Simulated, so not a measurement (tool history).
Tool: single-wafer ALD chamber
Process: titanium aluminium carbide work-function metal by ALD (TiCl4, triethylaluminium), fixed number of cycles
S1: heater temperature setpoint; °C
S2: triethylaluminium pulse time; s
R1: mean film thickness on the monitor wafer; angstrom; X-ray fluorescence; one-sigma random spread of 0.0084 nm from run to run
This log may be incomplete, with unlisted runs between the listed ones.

{"run": 1, "day": 0.0, "S1": 300, "S2": 8.5, "R1": 20.621}
{"run": 2, "day": 0.254, "S1": 311, "S2": 8.5, "R1": 21.558}
{"run": 3, "day": 0.492, "S1": 311, "S2": 9.39, "R1": 21.907}
{"run": 4, "day": 0.767, "S1": 311, "S2": 7.26, "R1": 21.188}
{"day": 1.088, "done": "thermocouple changed; heater temperature recalibrated"}
{"run": 5, "day": 1.088, "S1": 311, "S2": 8.11, "R1": 21.172}
{"run": 6, "day": 1.158, "S1": 301, "S2": 6.58, "R1": 19.686}
{"run": 7, "day": 1.496, "S1": 296, "S2": 5.91, "R1": 18.825}
{"run": 8, "day": 1.621, "S1": 292, "S2": 5.59, "R1": 18.427}

Run 9 is up next; what results do you expect?
{"run": 9, "day": 1.692, "S1": 289, "S2": 5.31, "R1": "?"}

Run 9 came out at R1 18.058 angstrom.

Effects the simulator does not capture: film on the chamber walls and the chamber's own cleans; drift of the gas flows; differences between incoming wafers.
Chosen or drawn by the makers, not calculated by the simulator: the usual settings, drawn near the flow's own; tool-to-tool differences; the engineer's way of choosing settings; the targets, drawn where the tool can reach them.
